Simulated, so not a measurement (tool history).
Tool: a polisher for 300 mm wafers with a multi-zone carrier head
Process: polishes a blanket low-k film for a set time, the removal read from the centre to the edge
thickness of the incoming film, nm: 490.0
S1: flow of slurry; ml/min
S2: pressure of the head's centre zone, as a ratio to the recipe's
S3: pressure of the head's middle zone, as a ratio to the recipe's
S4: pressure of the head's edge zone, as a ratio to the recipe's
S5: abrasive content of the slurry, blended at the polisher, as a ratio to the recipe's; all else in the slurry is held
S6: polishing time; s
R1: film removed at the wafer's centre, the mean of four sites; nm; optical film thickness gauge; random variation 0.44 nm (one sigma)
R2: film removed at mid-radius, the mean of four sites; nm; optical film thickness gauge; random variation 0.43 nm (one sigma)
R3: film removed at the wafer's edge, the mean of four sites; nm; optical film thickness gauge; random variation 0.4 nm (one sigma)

| run | day | S1 | S2 | S3 | S4 | S5 | S6 | R1 | R2 | R3 |
|---|---|---|---|---|---|---|---|---|---|---|
| 1 | 0.000 | 315 | 1.00 | 1.00 | 1.00 | 1.00 | 86 | 45.452 | 44.765 | 44.104 |
| 2 | 0.138 | 315 | 1.00 | 1.00 | 1.00 | 1.00 | 93 | 48.402 | 48.554 | 47.822 |
| 3 | 0.446 | 310 | 0.96 | 0.95 | 1.02 | 0.85 | 92 | 42.189 | 43.304 | 45.400 |
| 4 | 0.679 | 260 | 0.96 | 0.95 | 1.02 | 0.85 | 92 | 41.983 | 42.510 | 43.948 |
| 5 | 0.812 | 265 | 0.95 | 0.91 | 1.03 | 0.75 | 91 | 40.350 | 37.229 | 42.090 |
| 6 | 1.042 | 265 | 0.95 | 0.91 | 1.06 | 0.75 | 91 | 38.910 | 38.091 | 42.117 |
| 7 | 1.242 | 260 | 0.93 | 0.89 | 1.06 | 0.70 | 91 | 37.299 | 36.394 | 42.206 |

Run 8 comes next. What will it give?
| 8 | 1.388 | 255 | 0.92 | 0.88 | 1.05 | 0.65 | 91 | ? | ? | ? |

{"run 8": {"R1": 35.694, "R2": 35.377, "R3": 39.825}}
